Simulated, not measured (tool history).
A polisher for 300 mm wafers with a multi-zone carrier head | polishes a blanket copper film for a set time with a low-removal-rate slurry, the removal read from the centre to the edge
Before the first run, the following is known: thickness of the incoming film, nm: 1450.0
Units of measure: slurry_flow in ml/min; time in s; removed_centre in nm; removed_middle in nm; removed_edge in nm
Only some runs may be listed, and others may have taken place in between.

run 1 hour=0.0 | slurry_flow=245 centre_zone=1.00 middle_zone=1.00 edge_zone=1.00 slurry_solids=1.00 time=90 | removed_centre=261.54 removed_middle=268.48 removed_edge=260.30
run 2 hour=7.2 | slurry_flow=225 centre_zone=0.93 middle_zone=1.03 edge_zone=0.97 slurry_solids=0.85 time=80 | removed_centre=209.27 removed_middle=234.77 removed_edge=217.66
run 3 hour=10.9 | slurry_flow=210 centre_zone=0.89 middle_zone=1.06 edge_zone=0.98 slurry_solids=0.75 time=73 | removed_centre=174.58 removed_middle=211.48 removed_edge=192.33
run 4 hour=18.2 | slurry_flow=210 centre_zone=0.89 middle_zone=1.06 edge_zone=0.98 slurry_solids=0.75 time=86 | removed_centre=208.25 removed_middle=249.02 removed_edge=232.42
run 5 hour=22.1 | slurry_flow=210 centre_zone=0.85 middle_zone=1.06 edge_zone=0.98 slurry_solids=0.75 time=86 | removed_centre=198.51 removed_middle=249.35 removed_edge=227.89
run 6 hour=29.0 | slurry_flow=210 centre_zone=0.81 middle_zone=1.06 edge_zone=0.98 slurry_solids=0.75 time=86 | removed_centre=186.70 removed_middle=250.30 removed_edge=232.38
run 7 hour=32.9 | slurry_flow=205 centre_zone=0.81 middle_zone=1.07 edge_zone=0.96 slurry_solids=0.65 time=78 | removed_centre=167.04 removed_middle=222.47 removed_edge=200.18
run 8 hour=34.8 | slurry_flow=195 centre_zone=0.81 middle_zone=1.08 edge_zone=0.96 slurry_solids=0.60 time=73 | removed_centre=152.48 removed_middle=205.78 removed_edge=181.99
run 9 hour=38.7 | slurry_flow=185 centre_zone=0.81 middle_zone=1.08 edge_zone=0.95 slurry_solids=0.55 time=71 | removed_centre=141.64 removed_middle=195.17 removed_edge=174.25
run 10 hour=39.8 | slurry_flow=180 centre_zone=0.81 middle_zone=1.07 edge_zone=0.91 slurry_solids=0.55 time=70 | removed_centre=140.56 removed_middle=188.14 removed_edge=171.06
run 11 hour=41.8 | slurry_flow=180 centre_zone=0.82 middle_zone=1.09 edge_zone=0.90 slurry_solids=0.55 time=68 | removed_centre=137.49 removed_middle=183.94 removed_edge=162.98
run 12 hour=42.8 | slurry_flow=175 centre_zone=0.82 middle_zone=1.10 edge_zone=0.89 slurry_solids=0.55 time=68 | removed_centre=138.85 removed_middle=187.51 removed_edge=163.09
-- hour=50.2 edge zone pressure recalibrated
run 13 hour=50.2 | slurry_flow=170 centre_zone=0.82 middle_zone=1.10 edge_zone=0.88 slurry_solids=0.55 time=68 | removed_centre=138.67 removed_middle=185.71 removed_edge=165.73

The next listed run, before its measurement:
run 14 hour=59.1 | slurry_flow=195 centre_zone=0.82 middle_zone=1.12 edge_zone=0.84 slurry_solids=0.50 time=63 | removed_centre=? removed_middle=? removed_edge=?

For run 14 the tool returned removed_centre 130.31 nm, removed_middle 175.41 nm, removed_edge 150.85 nm.

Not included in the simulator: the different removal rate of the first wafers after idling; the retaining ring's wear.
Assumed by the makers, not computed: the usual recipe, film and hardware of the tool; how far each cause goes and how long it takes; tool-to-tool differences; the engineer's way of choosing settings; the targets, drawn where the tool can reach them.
